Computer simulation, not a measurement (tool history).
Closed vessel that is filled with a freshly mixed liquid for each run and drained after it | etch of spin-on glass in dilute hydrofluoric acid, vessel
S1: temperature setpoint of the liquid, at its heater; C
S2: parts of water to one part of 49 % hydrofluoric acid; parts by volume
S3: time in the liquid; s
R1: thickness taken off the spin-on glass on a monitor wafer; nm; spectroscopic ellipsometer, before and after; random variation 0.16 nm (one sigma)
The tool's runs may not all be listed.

Run 1, hour 0.0: S1 23.0 C, S2 90 parts by volume, S3 30 s. Result: R1 24.707 nm.
Run 2, hour 6.9: S1 25.0 C, S2 90 parts by volume, S3 30 s. Result: R1 26.781 nm.
Run 3, hour 13.1: S1 26.0 C, S2 85 parts by volume, S3 30 s. Result: R1 29.726 nm.
Run 4, hour 20.5: S1 26.0 C, S2 110 parts by volume, S3 30 s. Result: R1 22.113 nm.
Run 5, hour 28.4: S1 22.5 C, S2 110 parts by volume, S3 30 s. Result: R1 19.348 nm.
Run 6, hour 35.6: S1 22.5 C, S2 100 parts by volume, S3 30 s. Result: R1 21.388 nm.

The next listed run, before its measurement:
Run 7, hour 44.3: S1 22.5 C, S2 100 parts by volume, S3 30 s. Result: R1 ?.

{"run 7": {"R1": 21.485}}
